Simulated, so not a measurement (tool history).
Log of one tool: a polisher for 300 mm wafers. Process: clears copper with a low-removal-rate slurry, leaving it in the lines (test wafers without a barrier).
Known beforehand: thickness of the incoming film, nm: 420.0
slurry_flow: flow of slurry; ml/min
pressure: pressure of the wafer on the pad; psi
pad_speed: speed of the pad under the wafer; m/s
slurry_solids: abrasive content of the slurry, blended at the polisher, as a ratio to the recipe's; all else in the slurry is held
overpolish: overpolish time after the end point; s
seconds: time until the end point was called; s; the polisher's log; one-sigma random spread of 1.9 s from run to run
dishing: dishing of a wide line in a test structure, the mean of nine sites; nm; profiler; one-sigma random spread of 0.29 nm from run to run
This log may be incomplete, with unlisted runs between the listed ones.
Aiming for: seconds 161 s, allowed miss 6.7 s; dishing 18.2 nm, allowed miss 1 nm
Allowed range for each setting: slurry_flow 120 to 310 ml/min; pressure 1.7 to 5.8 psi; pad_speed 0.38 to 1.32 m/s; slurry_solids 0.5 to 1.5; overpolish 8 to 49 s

run,hour,slurry_flow,pressure,pad_speed,slurry_solids,overpolish,seconds,dishing
1,0,200,3.7,0.84,1,25,142.17,51.441
2,1.1,200,3.7,0.72,1,25,164.52,45.535
3,5.8,200,3.7,0.72,1.2,25,160.08,46.743
4,10.1,205,3.6,0.74,1.1,23,162.57,42.355
# hour 13.5: worn pad replaced by a new one
5,13.5,220,3.4,0.76,1.15,21,151.95,43.224
6,20.1,220,3.4,0.58,1.15,21,190.41,33.482
7,23.1,230,3.5,0.56,1.05,19,191.62,30.349
8,24.1,240,3.7,0.54,1,18,192.02,29.536
9,30.8,185,2.7,0.78,1.25,8,179.49,14.57

Of the 5 settings listed for the next run, only one would bring every result within its allowed miss of target. Which one?
A,37.5,190,3,0.78,1.3,8,?,?
B,37.5,200,2.6,0.88,1.3,9,?,?
C,37.5,175,3.2,0.74,1.3,8,?,?
D,37.5,185,2.6,0.86,1.15,8,?,?
E,37.5,235,3.3,0.62,1.4,10,?,?

move,seconds,dishing
A,159.38,15.867
B,160.68,17.546
C,159.99,15.826
D,170.32,14.862
E,174.08,18.051
A: closes in on the targets versus the last run, not all within tolerance yet
B: all results land within tolerance of their targets
C: closes in on the targets versus the last run, not all within tolerance yet
D: closes in on the targets versus the last run, not all within tolerance yet
E: brings the last run's worst result on target, with another outside its allowed miss
Answer: B

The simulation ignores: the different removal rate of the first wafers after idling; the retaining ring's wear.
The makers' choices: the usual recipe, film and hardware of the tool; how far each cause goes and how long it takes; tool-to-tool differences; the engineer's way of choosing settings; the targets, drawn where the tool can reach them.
